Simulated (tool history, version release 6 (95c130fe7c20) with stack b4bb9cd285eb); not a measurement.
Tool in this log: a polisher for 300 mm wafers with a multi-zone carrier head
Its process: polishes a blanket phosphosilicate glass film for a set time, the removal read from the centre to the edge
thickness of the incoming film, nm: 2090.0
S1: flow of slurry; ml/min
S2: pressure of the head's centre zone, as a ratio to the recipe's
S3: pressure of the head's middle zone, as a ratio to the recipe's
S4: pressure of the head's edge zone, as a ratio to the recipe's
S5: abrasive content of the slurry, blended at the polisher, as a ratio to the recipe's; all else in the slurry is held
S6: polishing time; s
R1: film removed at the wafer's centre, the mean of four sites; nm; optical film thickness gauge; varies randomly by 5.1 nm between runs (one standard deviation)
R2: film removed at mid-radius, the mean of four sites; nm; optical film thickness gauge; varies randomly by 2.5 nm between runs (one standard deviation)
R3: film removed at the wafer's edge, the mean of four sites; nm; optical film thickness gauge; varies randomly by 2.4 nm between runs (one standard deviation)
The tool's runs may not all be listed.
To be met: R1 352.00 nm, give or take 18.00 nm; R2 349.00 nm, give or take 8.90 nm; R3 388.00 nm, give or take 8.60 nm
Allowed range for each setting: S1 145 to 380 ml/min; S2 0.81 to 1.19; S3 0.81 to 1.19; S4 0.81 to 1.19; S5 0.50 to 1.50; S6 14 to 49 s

Run 1, hour 0.0: S1 245 ml/min, S2 1.00, S3 1.00, S4 1.00, S5 1.00, S6 31 s. Result: R1 369.99 nm, R2 382.03 nm, R3 388.75 nm.
Run 2, hour 4.6: S1 245 ml/min, S2 1.00, S3 1.00, S4 1.00, S5 0.90, S6 31 s. Result: R1 352.43 nm, R2 368.96 nm, R3 365.37 nm.
Run 3, hour 7.3: S1 245 ml/min, S2 1.00, S3 1.00, S4 1.06, S5 0.90, S6 31 s. Result: R1 356.11 nm, R2 363.64 nm, R3 376.94 nm.
Run 4, hour 13.5: S1 245 ml/min, S2 1.00, S3 1.00, S4 1.06, S5 0.90, S6 25 s. Result: R1 298.29 nm, R2 297.22 nm, R3 304.03 nm.
Run 5, hour 17.0: S1 245 ml/min, S2 1.00, S3 0.95, S4 1.06, S5 0.90, S6 25 s. Result: R1 289.13 nm, R2 287.34 nm, R3 307.90 nm.
Run 6, hour 25.2: S1 260 ml/min, S2 0.99, S3 0.97, S4 1.09, S5 1.00, S6 25 s. Result: R1 311.25 nm, R2 310.85 nm, R3 330.14 nm.
Run 7, hour 31.4: S1 275 ml/min, S2 0.98, S3 0.97, S4 1.12, S5 1.05, S6 25 s. Result: R1 312.97 nm, R2 321.53 nm, R3 340.97 nm.
Run 8, hour 38.3: S1 280 ml/min, S2 0.99, S3 0.96, S4 1.14, S5 1.10, S6 25 s. Result: R1 325.42 nm, R2 320.53 nm, R3 349.17 nm.
Run 9, hour 39.4: S1 285 ml/min, S2 0.99, S3 0.96, S4 1.15, S5 1.15, S6 25 s. Result: R1 330.81 nm, R2 330.80 nm, R3 365.06 nm.
Run 10, hour 47.4: S1 345 ml/min, S2 1.03, S3 0.98, S4 1.19, S5 1.15, S6 25 s. Result: R1 356.25 nm, R2 343.53 nm, R3 376.95 nm.
Run 11, hour 51.5: S1 345 ml/min, S2 1.02, S3 0.97, S4 1.19, S5 1.15, S6 25 s. Result: R1 361.83 nm, R2 340.48 nm, R3 376.54 nm.
Run 12, hour 58.2: S1 345 ml/min, S2 1.00, S3 0.97, S4 1.19, S5 1.15, S6 25 s. Result: R1 338.67 nm, R2 341.23 nm, R3 378.62 nm.
Run 13, hour 61.1: S1 350 ml/min, S2 1.00, S3 0.97, S4 1.19, S5 1.15, S6 25 s. Result: R1 337.24 nm, R2 340.32 nm, R3 377.00 nm.

Which one of the following 5 next-run settings gets every result inside its allowed miss? There is exactly one.
Run A, hour 64.0: S1 300 ml/min, S2 1.02, S3 0.97, S4 1.17, S5 1.15, S6 24 s. Result: R1 ?, R2 ?, R3 ?.
Run B, hour 64.0: S1 335 ml/min, S2 1.00, S3 0.86, S4 1.19, S5 1.25, S6 25 s. Result: R1 ?, R2 ?, R3 ?.
Run C, hour 64.0: S1 340 ml/min, S2 1.00, S3 0.84, S4 1.19, S5 1.15, S6 26 s. Result: R1 ?, R2 ?, R3 ?.
Run D, hour 64.0: S1 355 ml/min, S2 0.90, S3 0.86, S4 1.19, S5 1.00, S6 28 s. Result: R1 ?, R2 ?, R3 ?.
Run E, hour 64.0: S1 285 ml/min, S2 0.98, S3 0.91, S4 1.14, S5 1.05, S6 28 s. Result: R1 ?, R2 ?, R3 ?.

move      R1      R2      R3
   A  338.12  328.30  353.09
   B  362.59  338.33  388.94
   C  363.34  335.25  389.67
   D  329.17  341.57  392.02
   E  360.10  352.98  387.23
A: lands further from the targets than the last run did
B: corrects the largest miss of the last run, while another result sits out of spec
C: corrects the largest miss of the last run, while another result sits out of spec
D: corrects the largest miss of the last run, while another result sits out of spec
E: each result inside its tolerance
The right move is E.
